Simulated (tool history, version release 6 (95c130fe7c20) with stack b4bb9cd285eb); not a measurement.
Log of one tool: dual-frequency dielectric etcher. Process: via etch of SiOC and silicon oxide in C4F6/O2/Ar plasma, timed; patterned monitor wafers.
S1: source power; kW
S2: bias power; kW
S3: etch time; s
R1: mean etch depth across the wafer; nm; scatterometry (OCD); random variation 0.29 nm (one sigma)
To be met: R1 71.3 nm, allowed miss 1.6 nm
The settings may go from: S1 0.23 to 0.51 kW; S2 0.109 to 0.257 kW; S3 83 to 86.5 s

run  hour    S1     S2    S3      R1
  1     0  0.37  0.183    83  88.436
  2   2.5  0.33  0.171    83   84.54
  3  10.1   0.3  0.154    83   79.12
  4  11.5  0.28  0.147    83  75.903
  5  15.6  0.28  0.147  86.5  79.832
  6  18.4  0.28  0.176  86.5  85.919
  7  24.4  0.27   0.16    86  82.081
  8  31.2  0.27   0.16    86  81.546
  9  39.5  0.23  0.123  83.5  68.782
 10  47.6  0.24  0.124  83.5  69.709

Which of these 5 next moves meets every target?
  A  55.7  0.23  0.111  85   ?
  B  55.7  0.24   0.12  83   ?
  C  55.7  0.26  0.131  83   ?
  D  55.7  0.24   0.11  83   ?
  E  55.7  0.27  0.109  84   ?

move      R1
   A  67.439
   B  68.578
   C  72.246
   D  66.163
   E  68.356
A: further off than the last run
B: further off than the last run
C: meets every target
D: further off than the last run
E: further off than the last run
Move C is the one to make.

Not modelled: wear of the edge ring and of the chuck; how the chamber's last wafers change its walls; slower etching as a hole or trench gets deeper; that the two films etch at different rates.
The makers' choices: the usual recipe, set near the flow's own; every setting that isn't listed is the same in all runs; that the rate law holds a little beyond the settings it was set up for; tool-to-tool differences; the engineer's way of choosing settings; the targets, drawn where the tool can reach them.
